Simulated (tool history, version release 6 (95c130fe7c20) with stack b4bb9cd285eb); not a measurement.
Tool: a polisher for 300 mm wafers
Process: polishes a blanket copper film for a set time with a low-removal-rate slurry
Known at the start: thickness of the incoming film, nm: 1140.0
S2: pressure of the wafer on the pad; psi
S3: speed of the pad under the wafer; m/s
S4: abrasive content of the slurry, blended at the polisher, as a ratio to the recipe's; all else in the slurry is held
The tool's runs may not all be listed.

run 1 hour=0 | flow_of_slurry_(ml/min)=140 S2=2.9 S3=1.38 S4=1 polishing_time_(s)=36 | film_removed_(Å)=1567.8
run 2 hour=7 | flow_of_slurry_(ml/min)=140 S2=2.9 S3=1.38 S4=1 polishing_time_(s)=32 | film_removed_(Å)=1396.1
run 3 hour=13.6 | flow_of_slurry_(ml/min)=140 S2=2.9 S3=1.38 S4=1 polishing_time_(s)=32 | film_removed_(Å)=1402.8
run 4 hour=16.6 | flow_of_slurry_(ml/min)=140 S2=2.9 S3=1.38 S4=0.95 polishing_time_(s)=32 | film_removed_(Å)=1370.9
run 5 hour=21.5 | flow_of_slurry_(ml/min)=145 S2=3.4 S3=1.4 S4=0.95 polishing_time_(s)=32 | film_removed_(Å)=1607.9
run 6 hour=26.5 | flow_of_slurry_(ml/min)=110 S2=3.4 S3=1.4 S4=0.95 polishing_time_(s)=32 | film_removed_(Å)=1551.2

Run 7 comes next. What will it give?
run 7 hour=32.8 | flow_of_slurry_(ml/min)=115 S2=3.7 S3=1.48 S4=0.95 polishing_time_(s)=32 | film_removed_(Å)=?

{"run 7": {"film removed (Å)": 1729.9}}

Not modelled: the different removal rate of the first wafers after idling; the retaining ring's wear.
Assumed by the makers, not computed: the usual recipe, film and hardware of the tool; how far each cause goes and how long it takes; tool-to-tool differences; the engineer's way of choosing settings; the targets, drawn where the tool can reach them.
